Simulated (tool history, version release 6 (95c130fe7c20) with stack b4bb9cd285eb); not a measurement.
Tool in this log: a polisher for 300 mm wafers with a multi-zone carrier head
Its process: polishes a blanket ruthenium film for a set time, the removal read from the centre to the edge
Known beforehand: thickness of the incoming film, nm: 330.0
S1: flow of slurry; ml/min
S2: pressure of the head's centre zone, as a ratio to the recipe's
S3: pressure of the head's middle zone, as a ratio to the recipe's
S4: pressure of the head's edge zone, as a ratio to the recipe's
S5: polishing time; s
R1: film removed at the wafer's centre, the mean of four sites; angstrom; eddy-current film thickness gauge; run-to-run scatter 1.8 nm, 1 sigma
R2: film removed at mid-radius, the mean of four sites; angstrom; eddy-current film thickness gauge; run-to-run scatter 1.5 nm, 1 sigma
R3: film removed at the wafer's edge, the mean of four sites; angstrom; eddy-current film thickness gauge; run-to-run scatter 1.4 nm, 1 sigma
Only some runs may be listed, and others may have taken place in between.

run  hour   S1    S2    S3    S4  S5      R1      R2      R3
  1   0.0  150  1.00  1.00  1.00  84  1120.8  1115.1  1100.8
  2   5.2  150  1.00  1.00  1.08  84  1136.2  1137.5  1136.9
  3  10.6  135  1.00  1.00  1.08  84  1092.2  1098.7  1111.9
  4  15.6  135  1.00  1.00  1.15  84  1095.6  1111.4  1175.5
  5  20.9  135  1.00  1.00  1.19  84  1080.2  1129.9  1174.9
  6  23.8  135  1.00  1.07  1.19  84  1059.9  1144.4  1189.2

Run 7 is up next; what results do you expect?
  7  29.4  130  0.98  1.02  1.19  91   ?   ?   ?

R1: 1163.9 angstrom
R2: 1200.2 angstrom
R3: 1274.3 angstrom
